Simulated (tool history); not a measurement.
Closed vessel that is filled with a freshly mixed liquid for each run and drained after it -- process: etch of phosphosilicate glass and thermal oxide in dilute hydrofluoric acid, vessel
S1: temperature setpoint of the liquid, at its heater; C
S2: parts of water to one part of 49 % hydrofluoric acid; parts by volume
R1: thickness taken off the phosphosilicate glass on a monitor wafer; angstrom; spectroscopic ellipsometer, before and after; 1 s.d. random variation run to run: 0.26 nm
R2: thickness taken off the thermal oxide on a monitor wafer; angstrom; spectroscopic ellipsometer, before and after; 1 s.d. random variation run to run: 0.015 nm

run 1 hour=0 | S1=23 S2=105 time_in_the_liquid_(s)=60 | R1=766.65 R2=26.543
run 2 hour=4.3 | S1=22.5 S2=110 time_in_the_liquid_(s)=60 | R1=716 R2=24.611
run 3 hour=13.3 | S1=22.5 S2=75 time_in_the_liquid_(s)=60 | R1=1105.8 R2=38.365
run 4 hour=19.8 | S1=22 S2=80 time_in_the_liquid_(s)=60 | R1=993.75 R2=34.563
run 5 hour=25.8 | S1=22 S2=80 time_in_the_liquid_(s)=80 | R1=1354.9 R2=45.712
run 6 hour=34.1 | S1=21.5 S2=90 time_in_the_liquid_(s)=80 | R1=1153.1 R2=39.806
run 7 hour=40.1 | S1=18 S2=130 time_in_the_liquid_(s)=75 | R1=624.08 R2=21.464
run 8 hour=41.8 | S1=18 S2=135 time_in_the_liquid_(s)=75 | R1=594.81 R2=20.671
run 9 hour=49.2 | S1=17.5 S2=145 time_in_the_liquid_(s)=75 | R1=536.51 R2=18.253
run 10 hour=57.8 | S1=17 S2=150 time_in_the_liquid_(s)=75 | R1=509.92 R2=17.5

What does the tool deliver on the next run?
run 11 hour=63.1 | S1=17 S2=155 time_in_the_liquid_(s)=75 | R1=? R2=?

{"run 11": {"R1": 486.39, "R2": 16.571}}
